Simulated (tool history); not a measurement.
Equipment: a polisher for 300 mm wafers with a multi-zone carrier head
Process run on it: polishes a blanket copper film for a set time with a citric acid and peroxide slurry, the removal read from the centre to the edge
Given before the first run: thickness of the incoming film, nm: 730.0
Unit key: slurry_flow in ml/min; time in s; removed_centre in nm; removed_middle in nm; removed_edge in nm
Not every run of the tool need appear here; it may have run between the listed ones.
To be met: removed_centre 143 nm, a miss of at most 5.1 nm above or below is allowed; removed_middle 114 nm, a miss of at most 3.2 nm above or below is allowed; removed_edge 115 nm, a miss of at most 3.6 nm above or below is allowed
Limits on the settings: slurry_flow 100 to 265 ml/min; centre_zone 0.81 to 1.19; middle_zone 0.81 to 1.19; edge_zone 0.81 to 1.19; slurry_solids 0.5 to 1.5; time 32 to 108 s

run,hour,slurry_flow,centre_zone,middle_zone,edge_zone,slurry_solids,time,removed_centre,removed_middle,removed_edge
1,0,170,1,1,1,1,70,136,140.04,137.76
2,3.8,170,1,1.08,1,1,70,137.27,148.22,137.05
3,11.6,170,1,1.08,1,1.1,70,139.24,152.25,137.88
4,20.1,200,1,1.08,1,1.1,70,144.95,154.92,141.75
5,22.1,200,1,1.12,1,1.1,70,144.28,159.87,139.59
6,30.1,195,1.05,1.07,0.96,0.95,69,144.69,146.78,131.55
7,37.4,185,1.08,1.01,0.93,0.9,69,145.62,136.34,130.9
8,38.4,180,1.11,0.99,0.9,0.8,68,143.75,130.96,121.93
9,45.6,170,1.13,0.96,0.89,0.8,68,147.44,127.67,121.89
10,53.5,160,1.13,0.93,0.88,0.75,68,142.84,122.25,117.15
11,60.4,155,1.14,0.91,0.88,0.75,68,142.91,118.32,116.59

Below are 4 possible settings for the next run. Only one of them brings all results inside the allowed miss of their targets. Which is it?
A,67.3,220,1.19,0.91,0.87,0.75,66,?,?,?
B,67.3,165,1.17,0.89,0.86,0.8,66,?,?,?
C,67.3,115,1.19,0.88,0.95,0.95,69,?,?,?
D,67.3,165,1.12,0.88,0.93,0.9,62,?,?,?

move,removed_centre,removed_middle,removed_edge
A,155.2,119.65,118.77
B,146.21,113.38,115.34
C,144.95,110.86,122.18
D,133.99,107.66,114.5
A: moves away from the targets compared with the last run
B: all results land within tolerance of their targets
C: meets the target for the result that was furthest off, but another lies outside its allowed miss
D: moves the result that the last run missed by most past its target, out the other side
Go with B: it meets all targets.
